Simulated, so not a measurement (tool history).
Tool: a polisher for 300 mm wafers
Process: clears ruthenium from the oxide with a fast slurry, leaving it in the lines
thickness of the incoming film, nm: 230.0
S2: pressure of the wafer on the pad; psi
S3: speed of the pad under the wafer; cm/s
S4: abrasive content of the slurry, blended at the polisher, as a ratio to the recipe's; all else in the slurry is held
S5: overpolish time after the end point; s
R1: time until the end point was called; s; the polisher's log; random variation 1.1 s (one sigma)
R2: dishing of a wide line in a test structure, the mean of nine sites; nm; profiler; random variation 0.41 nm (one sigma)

Run 1, day 0: flow of slurry (ml/min) 275, S2 1.7 psi, S3 108 cm/s, S4 1, S5 24 s. Result: R1 96.351 s, R2 37.859 nm.
Run 2, day 0.075: flow of slurry (ml/min) 275, S2 1.7 psi, S3 108 cm/s, S4 0.85, S5 24 s. Result: R1 101.99 s, R2 34.807 nm.
Run 3, day 0.2: flow of slurry (ml/min) 275, S2 1.5 psi, S3 108 cm/s, S4 0.85, S5 24 s. Result: R1 114.21 s, R2 31.906 nm.
Run 4, day 0.475: flow of slurry (ml/min) 245, S2 1.5 psi, S3 108 cm/s, S4 0.85, S5 24 s. Result: R1 116.06 s, R2 32.148 nm.
Run 5, day 0.538: flow of slurry (ml/min) 245, S2 1.5 psi, S3 92 cm/s, S4 0.85, S5 24 s. Result: R1 135.93 s, R2 27.186 nm.
Run 6, day 0.733: flow of slurry (ml/min) 295, S2 1.5 psi, S3 92 cm/s, S4 0.85, S5 24 s. Result: R1 135.78 s, R2 27.973 nm.
Run 7, day 0.779: flow of slurry (ml/min) 295, S2 1.7 psi, S3 92 cm/s, S4 0.85, S5 22 s. Result: R1 118.93 s, R2 29.416 nm.
Run 8, day 1.021: flow of slurry (ml/min) 295, S2 1.8 psi, S3 92 cm/s, S4 0.85, S5 20 s. Result: R1 108.98 s, R2 28.204 nm.
Run 9, day 1.35: flow of slurry (ml/min) 295, S2 1.9 psi, S3 92 cm/s, S4 0.85, S5 19 s. Result: R1 103.97 s, R2 28.761 nm.
Run 10, day 1.375: flow of slurry (ml/min) 295, S2 2 psi, S3 92 cm/s, S4 0.85, S5 18 s. Result: R1 98.801 s, R2 28.523 nm.
Run 11, day 1.621: flow of slurry (ml/min) 295, S2 2.1 psi, S3 92 cm/s, S4 0.85, S5 17 s. Result: R1 97.708 s, R2 28.604 nm.

Forecast run 12:
Run 12, day 1.717: flow of slurry (ml/min) 305, S2 2.2 psi, S3 92 cm/s, S4 0.85, S5 16 s. Result: R1 ?, R2 ?.

R1: 91.695 s
R2: 27.165 nm
